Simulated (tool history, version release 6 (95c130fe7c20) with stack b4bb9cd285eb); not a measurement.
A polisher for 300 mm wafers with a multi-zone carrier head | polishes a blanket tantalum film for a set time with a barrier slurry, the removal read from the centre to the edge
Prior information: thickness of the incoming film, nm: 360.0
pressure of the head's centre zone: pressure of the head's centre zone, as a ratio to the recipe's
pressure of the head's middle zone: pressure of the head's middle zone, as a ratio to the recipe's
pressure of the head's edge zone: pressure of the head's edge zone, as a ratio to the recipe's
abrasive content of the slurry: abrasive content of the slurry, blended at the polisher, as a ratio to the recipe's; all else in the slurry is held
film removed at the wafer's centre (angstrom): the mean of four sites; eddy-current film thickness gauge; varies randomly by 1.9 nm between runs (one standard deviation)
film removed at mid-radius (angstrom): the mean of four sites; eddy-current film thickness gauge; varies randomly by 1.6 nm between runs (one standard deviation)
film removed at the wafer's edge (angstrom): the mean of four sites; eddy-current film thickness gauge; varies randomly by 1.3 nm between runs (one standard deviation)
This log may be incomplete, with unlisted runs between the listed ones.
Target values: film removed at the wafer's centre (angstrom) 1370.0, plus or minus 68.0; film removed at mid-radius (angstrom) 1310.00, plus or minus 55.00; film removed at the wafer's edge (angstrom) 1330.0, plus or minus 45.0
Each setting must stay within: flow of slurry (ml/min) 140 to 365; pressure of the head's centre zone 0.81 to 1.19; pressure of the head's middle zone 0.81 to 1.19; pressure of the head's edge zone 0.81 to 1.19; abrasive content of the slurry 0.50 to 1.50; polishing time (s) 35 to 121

run,hour,flow of slurry (ml/min),pressure of the head's centre zone,pressure of the head's middle zone,pressure of the head's edge zone,abrasive content of the slurry,polishing time (s),film removed at the wafer's centre (angstrom),film removed at mid-radius (angstrom),film removed at the wafer's edge (angstrom)
1,0.0,235,1.00,1.00,1.00,1.00,78,1109.4,1051.70,1047.5
2,8.8,205,1.00,1.00,1.00,1.00,78,1103.8,1028.90,1049.8
3,9.5,205,1.00,0.95,1.00,1.00,78,1114.6,986.39,1049.0
4,10.0,205,1.00,0.97,1.02,1.10,79,1111.2,1027.00,1075.1
5,17.9,205,1.06,0.97,1.02,1.10,79,1169.3,1036.90,1104.0
6,22.9,210,1.08,0.99,1.03,1.20,80,1263.4,1115.40,1133.6
7,29.0,210,1.07,1.00,1.05,1.25,81,1286.4,1155.80,1178.5
8,35.0,215,1.07,1.01,1.08,1.30,81,1291.6,1154.50,1205.7
9,40.0,215,1.07,1.03,1.10,1.35,81,1278.7,1216.60,1239.4
10,48.3,220,1.08,1.04,1.11,1.35,81,1355.3,1226.50,1235.9
11,49.8,220,1.07,1.04,1.12,1.40,81,1299.9,1221.20,1276.8
12,57.5,220,1.07,1.04,1.12,1.40,81,1343.0,1249.40,1240.9

Exactly one of the 4 candidate moves below puts every result within its allowed miss. Which one?
A,65.2,215,1.10,1.07,1.18,1.15,97,?,?,?
B,65.2,230,1.04,1.05,1.12,1.35,86,?,?,?
C,65.2,150,0.96,1.02,1.10,1.40,97,?,?,?
D,65.2,180,0.96,1.08,1.10,1.35,96,?,?,?

move,film removed at the wafer's centre (angstrom),film removed at mid-radius (angstrom),film removed at the wafer's edge (angstrom)
A,1540.7,1449.80,1479.2
B,1354.1,1326.50,1336.6
C,1356.8,1413.60,1461.7
D,1359.4,1483.00,1452.6
A: the result that was furthest off in the last run now lies on the other side of its target
B: all results land within tolerance of their targets
C: the result that was furthest off in the last run now lies on the other side of its target
D: the result that was furthest off in the last run now lies on the other side of its target
So the answer is move B, the one that meets all the targets.
